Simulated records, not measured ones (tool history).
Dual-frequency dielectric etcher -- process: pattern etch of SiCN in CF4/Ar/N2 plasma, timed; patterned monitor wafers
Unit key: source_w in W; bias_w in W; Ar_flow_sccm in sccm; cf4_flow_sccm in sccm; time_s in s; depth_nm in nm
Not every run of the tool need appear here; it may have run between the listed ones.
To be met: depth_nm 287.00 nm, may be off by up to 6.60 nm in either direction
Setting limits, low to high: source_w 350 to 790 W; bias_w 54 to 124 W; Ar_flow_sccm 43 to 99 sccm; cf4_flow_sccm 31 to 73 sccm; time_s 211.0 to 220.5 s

{"run": 1, "day": 0.0, "source_w": 570, "bias_w": 89, "Ar_flow_sccm": 71, "cf4_flow_sccm": 52, "time_s": 211.0, "depth_nm": 251.16}
{"run": 2, "day": 0.188, "source_w": 570, "bias_w": 89, "Ar_flow_sccm": 71, "cf4_flow_sccm": 52, "time_s": 211.0, "depth_nm": 250.38}
{"run": 3, "day": 0.217, "source_w": 600, "bias_w": 89, "Ar_flow_sccm": 71, "cf4_flow_sccm": 52, "time_s": 211.0, "depth_nm": 260.76}
{"run": 4, "day": 0.246, "source_w": 600, "bias_w": 74, "Ar_flow_sccm": 71, "cf4_flow_sccm": 52, "time_s": 211.0, "depth_nm": 249.96}
{"run": 5, "day": 0.321, "source_w": 630, "bias_w": 75, "Ar_flow_sccm": 71, "cf4_flow_sccm": 52, "time_s": 211.0, "depth_nm": 254.23}
{"run": 6, "day": 0.571, "source_w": 660, "bias_w": 76, "Ar_flow_sccm": 71, "cf4_flow_sccm": 52, "time_s": 211.0, "depth_nm": 266.3}
{"day": 0.933, "done": "bias power generator calibrated"}
{"run": 7, "day": 0.933, "source_w": 680, "bias_w": 76, "Ar_flow_sccm": 71, "cf4_flow_sccm": 52, "time_s": 211.0, "depth_nm": 276.57}
{"run": 8, "day": 1.108, "source_w": 690, "bias_w": 76, "Ar_flow_sccm": 71, "cf4_flow_sccm": 52, "time_s": 211.0, "depth_nm": 279.55}

Exercise: of the 4 proposed moves below, exactly one satisfies all targets within the stated allowed misses. Which move is it?
{"run": "A", "day": 1.283, "source_w": 740, "bias_w": 77, "Ar_flow_sccm": 76, "cf4_flow_sccm": 51, "time_s": 220.0, "depth_nm": "?"}
{"run": "B", "day": 1.283, "source_w": 700, "bias_w": 74, "Ar_flow_sccm": 67, "cf4_flow_sccm": 48, "time_s": 216.5, "depth_nm": "?"}
{"run": "C", "day": 1.283, "source_w": 700, "bias_w": 81, "Ar_flow_sccm": 70, "cf4_flow_sccm": 54, "time_s": 215.5, "depth_nm": "?"}
{"run": "D", "day": 1.283, "source_w": 680, "bias_w": 67, "Ar_flow_sccm": 69, "cf4_flow_sccm": 51, "time_s": 211.0, "depth_nm": "?"}

move=A depth_nm=305.97
move=B depth_nm=290.70
move=C depth_nm=299.42
move=D depth_nm=270.72
A: pushes the last run's worst result past its target
B: meets every target
C: pushes the last run's worst result past its target
D: further off than the last run
The move that meets every target is B.
